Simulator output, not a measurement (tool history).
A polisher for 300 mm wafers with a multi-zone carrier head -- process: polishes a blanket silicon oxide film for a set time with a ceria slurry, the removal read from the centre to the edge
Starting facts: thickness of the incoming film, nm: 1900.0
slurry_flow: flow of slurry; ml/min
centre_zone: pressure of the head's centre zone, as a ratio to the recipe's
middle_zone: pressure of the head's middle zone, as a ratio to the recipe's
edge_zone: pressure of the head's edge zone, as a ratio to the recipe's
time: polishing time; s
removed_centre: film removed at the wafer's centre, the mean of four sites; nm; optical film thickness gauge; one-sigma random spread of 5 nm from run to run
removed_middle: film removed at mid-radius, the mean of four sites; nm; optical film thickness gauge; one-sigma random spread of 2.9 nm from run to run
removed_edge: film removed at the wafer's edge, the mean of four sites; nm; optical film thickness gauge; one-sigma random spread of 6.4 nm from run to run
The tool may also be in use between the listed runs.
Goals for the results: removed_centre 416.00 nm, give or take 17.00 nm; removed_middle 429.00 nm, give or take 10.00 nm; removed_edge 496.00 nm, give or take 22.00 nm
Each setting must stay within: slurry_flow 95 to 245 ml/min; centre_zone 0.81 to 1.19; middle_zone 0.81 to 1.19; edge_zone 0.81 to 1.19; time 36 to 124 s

{"run": 1, "hour": 0.0, "slurry_flow": 155, "centre_zone": 1.0, "middle_zone": 1.0, "edge_zone": 1.0, "time": 79, "removed_centre": 366.67, "removed_middle": 353.86, "removed_edge": 376.63}
{"run": 2, "hour": 5.5, "slurry_flow": 170, "centre_zone": 0.98, "middle_zone": 1.0, "edge_zone": 1.06, "time": 82, "removed_centre": 367.1, "removed_middle": 368.87, "removed_edge": 394.92}
{"run": 3, "hour": 12.3, "slurry_flow": 160, "centre_zone": 0.97, "middle_zone": 0.99, "edge_zone": 1.09, "time": 88, "removed_centre": 394.27, "removed_middle": 391.27, "removed_edge": 414.99}
{"run": 4, "hour": 13.5, "slurry_flow": 135, "centre_zone": 0.97, "middle_zone": 0.99, "edge_zone": 1.09, "time": 88, "removed_centre": 374.02, "removed_middle": 378.3, "removed_edge": 420.42}
{"run": 5, "hour": 21.8, "slurry_flow": 170, "centre_zone": 0.97, "middle_zone": 0.99, "edge_zone": 1.09, "time": 88, "removed_centre": 400.65, "removed_middle": 391.14, "removed_edge": 427.05}
{"run": 6, "hour": 25.0, "slurry_flow": 170, "centre_zone": 0.94, "middle_zone": 0.98, "edge_zone": 1.12, "time": 92, "removed_centre": 405.77, "removed_middle": 409.88, "removed_edge": 459.18}
{"run": 7, "hour": 33.0, "slurry_flow": 175, "centre_zone": 0.93, "middle_zone": 0.98, "edge_zone": 1.13, "time": 93, "removed_centre": 404.73, "removed_middle": 415.67, "removed_edge": 465.15}
{"run": 8, "hour": 34.6, "slurry_flow": 180, "centre_zone": 0.92, "middle_zone": 0.97, "edge_zone": 1.14, "time": 94, "removed_centre": 409.39, "removed_middle": 416.71, "removed_edge": 473.76}
{"hour": 38.0, "done": "worn pad replaced by a new one"}
{"run": 9, "hour": 38.0, "slurry_flow": 195, "centre_zone": 0.9, "middle_zone": 0.98, "edge_zone": 1.19, "time": 95, "removed_centre": 443.92, "removed_middle": 466.43, "removed_edge": 528.85}
{"run": 10, "hour": 44.4, "slurry_flow": 185, "centre_zone": 0.91, "middle_zone": 0.98, "edge_zone": 1.19, "time": 95, "removed_centre": 448.79, "removed_middle": 461.76, "removed_edge": 539.03}

5 candidate next runs follow, results not yet known. Just one meets every target within its allowed miss. Identify it.
{"run": "A", "hour": 50.8, "slurry_flow": 180, "centre_zone": 0.92, "middle_zone": 0.83, "edge_zone": 1.19, "time": 102, "removed_centre": "?", "removed_middle": "?", "removed_edge": "?"}
{"run": "B", "hour": 50.8, "slurry_flow": 150, "centre_zone": 0.91, "middle_zone": 0.85, "edge_zone": 1.19, "time": 105, "removed_centre": "?", "removed_middle": "?", "removed_edge": "?"}
{"run": "C", "hour": 50.8, "slurry_flow": 210, "centre_zone": 0.81, "middle_zone": 0.87, "edge_zone": 1.19, "time": 91, "removed_centre": "?", "removed_middle": "?", "removed_edge": "?"}
{"run": "D", "hour": 50.8, "slurry_flow": 185, "centre_zone": 0.89, "middle_zone": 0.98, "edge_zone": 1.19, "time": 101, "removed_centre": "?", "removed_middle": "?", "removed_edge": "?"}
{"run": "E", "hour": 50.8, "slurry_flow": 135, "centre_zone": 0.94, "middle_zone": 0.99, "edge_zone": 1.19, "time": 91, "removed_centre": "?", "removed_middle": "?", "removed_edge": "?"}

move=A removed_centre=486.04 removed_middle=428.92 removed_edge=565.08
move=B removed_centre=480.10 removed_middle=437.70 removed_edge=569.72
move=C removed_centre=397.94 removed_middle=406.42 removed_edge=511.76
move=D removed_centre=470.19 removed_middle=489.50 removed_edge=560.04
move=E removed_centre=419.69 removed_middle=422.88 removed_edge=486.49
A: brings the result that was furthest off to its target, and leaves another outside
B: brings the result that was furthest off to its target, and leaves another outside
C: moves the result that the last run missed by most past its target, out the other side
D: moves away from the targets compared with the last run
E: all results land within tolerance of their targets
The move that meets every target is E.
